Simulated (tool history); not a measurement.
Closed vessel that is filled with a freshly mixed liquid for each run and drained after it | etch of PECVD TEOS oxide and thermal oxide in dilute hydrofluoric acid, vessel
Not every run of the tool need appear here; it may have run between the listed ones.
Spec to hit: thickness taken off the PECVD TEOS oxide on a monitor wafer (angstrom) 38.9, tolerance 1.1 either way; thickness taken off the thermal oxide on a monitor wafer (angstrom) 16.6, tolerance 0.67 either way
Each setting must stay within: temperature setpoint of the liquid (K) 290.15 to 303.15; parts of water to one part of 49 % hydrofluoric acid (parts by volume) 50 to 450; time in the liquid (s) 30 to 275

run    day  temperature setpoint of the liquid (K)  parts of water to one part of 49 % hydrofluoric acid (parts by volume)  time in the liquid (s)  thickness taken off the PECVD TEOS oxide on a monitor wafer (angstrom)  thickness taken off the thermal oxide on a monitor wafer (angstrom)
  1      0                                  295.15                                                                     250                     140                                                                  48.351                                                                20.55
  2  0.167                                  295.15                                                                     250                     180                                                                   62.19                                                               26.571
  3  0.396                                  294.15                                                                     265                     180                                                                  55.387                                                               24.231
  4  0.754                                  291.65                                                                     265                     180                                                                  50.568                                                               21.485
  5  0.979                                  291.15                                                                     275                     180                                                                  47.863                                                               20.576
  6  1.075                                  290.15                                                                     275                     180                                                                  45.508                                                               19.451
  7  1.258                                  290.15                                                                     280                     180                                                                  44.441                                                               19.481
  8  1.621                                  290.15                                                                     285                     180                                                                  44.697                                                               19.053
  9  1.767                                  290.15                                                                     290                     180                                                                  42.486                                                               18.573
 10  2.112                                  290.15                                                                     295                     175                                                                  41.111                                                               17.498
 11  2.358                                  290.15                                                                     300                     175                                                                  39.951                                                               17.336

Below are 4 possible settings for the next run. Only one of them brings all results inside the allowed miss of their targets. Which is it?
  A  2.604                                  290.15                                                                     345                     215                                                                       ?                                                                    ?
  B  2.604                                  290.15                                                                     265                     155                                                                       ?                                                                    ?
  C  2.604                                  290.15                                                                     285                     160                                                                       ?                                                                    ?
  D  2.604                                  291.65                                                                     360                     215                                                                       ?                                                                    ?

move  thickness taken off the PECVD TEOS oxide on a monitor wafer (angstrom)  thickness taken off the thermal oxide on a monitor wafer (angstrom)
   A                                                                  41.172                                                               17.766
   B                                                                  41.303                                                               17.823
   C                                                                  38.973                                                               16.818
   D                                                                  41.175                                                               17.767
A: its largest miss is bigger than the last run's
B: its largest miss is bigger than the last run's
C: every result lands within tolerance
D: its largest miss is bigger than the last run's
So the answer is move C, the one that meets all the targets.
